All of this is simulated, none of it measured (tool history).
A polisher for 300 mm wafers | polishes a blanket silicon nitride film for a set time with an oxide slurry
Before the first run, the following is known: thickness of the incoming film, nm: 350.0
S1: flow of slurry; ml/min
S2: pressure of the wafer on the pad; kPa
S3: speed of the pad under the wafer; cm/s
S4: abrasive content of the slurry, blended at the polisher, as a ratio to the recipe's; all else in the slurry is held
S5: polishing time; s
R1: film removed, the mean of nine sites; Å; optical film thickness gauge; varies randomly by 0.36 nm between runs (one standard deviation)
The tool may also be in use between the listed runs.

run 1 hour=0 | S1=125 S2=33.1 S3=82 S4=1 S5=125 | R1=1043
run 2 hour=3.6 | S1=125 S2=40.7 S3=82 S4=1 S5=125 | R1=1289.1
run 3 hour=12.5 | S1=125 S2=37.9 S3=82 S4=1 S5=125 | R1=1205.5
run 4 hour=21.1 | S1=125 S2=37.9 S3=74 S4=1 S5=125 | R1=1096.3
run 5 hour=25.6 | S1=125 S2=37.9 S3=88 S4=1 S5=125 | R1=1252.3
run 6 hour=29.7 | S1=115 S2=31 S3=78 S4=1 S5=125 | R1=921.79

Forecast run 7:
run 7 hour=36.6 | S1=110 S2=26.2 S3=72 S4=1 S5=125 | R1=?

R1: 728.99 Å
